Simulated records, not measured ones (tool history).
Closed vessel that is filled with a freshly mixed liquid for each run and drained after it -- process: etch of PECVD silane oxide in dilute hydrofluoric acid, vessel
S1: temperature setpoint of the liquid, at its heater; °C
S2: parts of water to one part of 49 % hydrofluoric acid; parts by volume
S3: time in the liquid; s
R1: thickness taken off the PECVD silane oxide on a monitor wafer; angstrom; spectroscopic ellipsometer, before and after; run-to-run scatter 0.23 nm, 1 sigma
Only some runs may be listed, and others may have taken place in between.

Run 1, hour 0.0: S1 24.0 °C, S2 140 parts by volume, S3 90 s. Result: R1 148.92 angstrom.
Run 2, hour 0.7: S1 25.5 °C, S2 135 parts by volume, S3 90 s. Result: R1 165.96 angstrom.
Run 3, hour 2.4: S1 25.5 °C, S2 160 parts by volume, S3 90 s. Result: R1 136.10 angstrom.
Run 4, hour 3.8: S1 22.5 °C, S2 160 parts by volume, S3 90 s. Result: R1 121.33 angstrom.
Run 5, hour 9.2: S1 19.0 °C, S2 160 parts by volume, S3 90 s. Result: R1 107.22 angstrom.
Run 6, hour 12.2: S1 21.0 °C, S2 150 parts by volume, S3 90 s. Result: R1 126.00 angstrom.
Run 7, hour 15.6: S1 22.5 °C, S2 140 parts by volume, S3 90 s. Result: R1 142.33 angstrom.
Run 8, hour 21.6: S1 24.0 °C, S2 135 parts by volume, S3 90 s. Result: R1 157.26 angstrom.

Expected results for the next run?
Run 9, hour 23.9: S1 25.5 °C, S2 130 parts by volume, S3 90 s. Result: R1 ?.

{"run 9": {"R1": 173.47}}

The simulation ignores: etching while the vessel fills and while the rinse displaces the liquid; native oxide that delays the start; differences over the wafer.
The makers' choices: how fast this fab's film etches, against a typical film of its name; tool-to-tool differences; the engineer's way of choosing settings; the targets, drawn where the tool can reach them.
